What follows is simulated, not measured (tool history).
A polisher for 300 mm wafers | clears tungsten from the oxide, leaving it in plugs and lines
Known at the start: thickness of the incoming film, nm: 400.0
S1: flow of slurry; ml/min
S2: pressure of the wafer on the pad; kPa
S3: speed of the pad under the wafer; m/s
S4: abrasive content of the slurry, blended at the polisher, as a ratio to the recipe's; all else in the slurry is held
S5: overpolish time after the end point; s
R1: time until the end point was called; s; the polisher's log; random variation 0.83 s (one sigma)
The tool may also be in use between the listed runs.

run,hour,S1,S2,S3,S4,S5,R1
1,0,125,27.6,1.32,1,4,49.139
2,4.8,120,25.5,1.32,1,4,51.783
3,9.5,120,23.4,1.32,1,4,54.941
4,17.2,120,22.1,1.32,1,4,57.929
5,18.6,120,20.7,1.32,1,4,61.352
6,25,120,26.2,1.32,1,4,49.866
7,31.9,120,24.1,1.32,1,4,55.347
8,33.6,120,22.8,1.32,1,4,57.335

Run 9 comes next. What will it give?
9,41.2,105,17.9,1.3,1,4,?

Run 9 gave R1 70.628 s.
